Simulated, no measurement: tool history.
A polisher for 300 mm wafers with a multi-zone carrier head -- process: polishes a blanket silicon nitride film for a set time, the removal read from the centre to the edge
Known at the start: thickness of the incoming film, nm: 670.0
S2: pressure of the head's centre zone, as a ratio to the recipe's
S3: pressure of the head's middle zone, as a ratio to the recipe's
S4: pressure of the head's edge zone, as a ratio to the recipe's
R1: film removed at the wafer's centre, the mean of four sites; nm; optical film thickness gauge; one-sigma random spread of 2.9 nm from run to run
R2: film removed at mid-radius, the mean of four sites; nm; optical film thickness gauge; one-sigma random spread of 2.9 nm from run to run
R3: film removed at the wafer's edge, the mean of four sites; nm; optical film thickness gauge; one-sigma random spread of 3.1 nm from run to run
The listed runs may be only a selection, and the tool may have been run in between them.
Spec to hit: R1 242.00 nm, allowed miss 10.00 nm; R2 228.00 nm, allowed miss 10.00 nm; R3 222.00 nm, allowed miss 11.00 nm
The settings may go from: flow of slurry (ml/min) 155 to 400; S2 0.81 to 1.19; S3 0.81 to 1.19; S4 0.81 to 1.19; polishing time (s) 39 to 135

Run 1, hour 0.0: flow of slurry (ml/min) 255, S2 1.00, S3 1.00, S4 1.00, polishing time (s) 87. Result: R1 198.76 nm, R2 201.49 nm, R3 200.73 nm.
Run 2, hour 8.7: flow of slurry (ml/min) 265, S2 1.04, S3 1.02, S4 1.02, polishing time (s) 89. Result: R1 213.62 nm, R2 208.21 nm, R3 206.58 nm.
Run 3, hour 17.4: flow of slurry (ml/min) 265, S2 1.04, S3 1.07, S4 1.02, polishing time (s) 89. Result: R1 219.71 nm, R2 221.90 nm, R3 210.06 nm.
Run 4, hour 17.9: flow of slurry (ml/min) 265, S2 1.04, S3 1.13, S4 1.02, polishing time (s) 89. Result: R1 218.30 nm, R2 221.93 nm, R3 212.11 nm.
Run 5, hour 20.8: flow of slurry (ml/min) 265, S2 1.04, S3 1.13, S4 1.10, polishing time (s) 89. Result: R1 215.88 nm, R2 227.74 nm, R3 210.65 nm.
Run 6, hour 25.3: flow of slurry (ml/min) 270, S2 1.06, S3 1.10, S4 1.09, polishing time (s) 91. Result: R1 222.46 nm, R2 221.98 nm, R3 214.77 nm.
Run 7, hour 31.7: flow of slurry (ml/min) 270, S2 1.06, S3 1.10, S4 1.09, polishing time (s) 91. Result: R1 223.54 nm, R2 225.20 nm, R3 217.09 nm.
Run 8, hour 39.5: flow of slurry (ml/min) 275, S2 1.08, S3 1.10, S4 1.09, polishing time (s) 91. Result: R1 232.45 nm, R2 231.83 nm, R3 219.55 nm.

Exercise: of the 5 proposed moves below, exactly one satisfies all targets within the stated allowed misses. Which move is it?
Run A, hour 47.3: flow of slurry (ml/min) 305, S2 1.06, S3 1.15, S4 1.09, polishing time (s) 89. Result: R1 ?, R2 ?, R3 ?.
Run B, hour 47.3: flow of slurry (ml/min) 385, S2 0.95, S3 0.95, S4 1.00, polishing time (s) 96. Result: R1 ?, R2 ?, R3 ?.
Run C, hour 47.3: flow of slurry (ml/min) 295, S2 0.99, S3 1.06, S4 1.02, polishing time (s) 95. Result: R1 ?, R2 ?, R3 ?.
Run D, hour 47.3: flow of slurry (ml/min) 295, S2 1.05, S3 1.19, S4 1.13, polishing time (s) 94. Result: R1 ?, R2 ?, R3 ?.
Run E, hour 47.3: flow of slurry (ml/min) 235, S2 1.14, S3 1.11, S4 1.13, polishing time (s) 92. Result: R1 ?, R2 ?, R3 ?.

move      R1      R2      R3
   A  225.14  233.21  213.98
   B  221.50  223.60  225.58
   C  223.53  234.12  221.40
   D  234.86  251.89  229.23
   E  244.00  229.41  221.09
A: lands further from the targets than the last run did
B: lands further from the targets than the last run did
C: lands further from the targets than the last run did
D: puts the biggest miss on target and leaves a different result outside tolerance
E: meets every target
E is the move that brings every result within its allowed miss.
